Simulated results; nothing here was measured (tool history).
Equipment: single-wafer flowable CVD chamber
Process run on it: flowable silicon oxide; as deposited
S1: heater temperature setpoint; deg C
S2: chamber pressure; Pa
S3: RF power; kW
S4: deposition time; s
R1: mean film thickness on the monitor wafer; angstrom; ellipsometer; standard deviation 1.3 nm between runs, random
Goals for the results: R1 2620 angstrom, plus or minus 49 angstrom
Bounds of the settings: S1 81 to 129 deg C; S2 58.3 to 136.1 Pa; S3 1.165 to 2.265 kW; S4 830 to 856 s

run,hour,S1,S2,S3,S4,R1
1,0,105,97.2,1.715,830,4004.8
2,7.7,110,97.2,1.715,830,3339.8
3,12.5,110,97.2,1.715,856,3459.7
4,19.1,110,97.2,1.715,856,3459.6
5,23.1,110,97.2,1.575,856,3400.8
6,26.1,111,97.2,1.575,856,3271.6
7,29.2,112,97.2,1.575,856,3178.7
8,37,112,97.2,1.575,856,3198.6
9,41.5,113,97.2,1.575,856,3076
10,50.2,119,97.1,1.575,856,2528.7

Which of these 5 next moves meets every target?
A,58.9,118,97.2,1.42,856,?
B,58.9,115,86.4,1.555,838,?
C,58.9,114,82.4,1.52,830,?
D,58.9,121,108.1,1.455,830,?
E,58.9,121,104,1.73,856,?

move,R1
A,2546.1
B,2506.6
C,2439.2
D,2520.3
E,2607
A: an improvement on the last run, though not all results are within tolerance
B: lands further from the targets than the last run did
C: lands further from the targets than the last run did
D: lands further from the targets than the last run did
E: all results in spec
The move that meets every target is E.
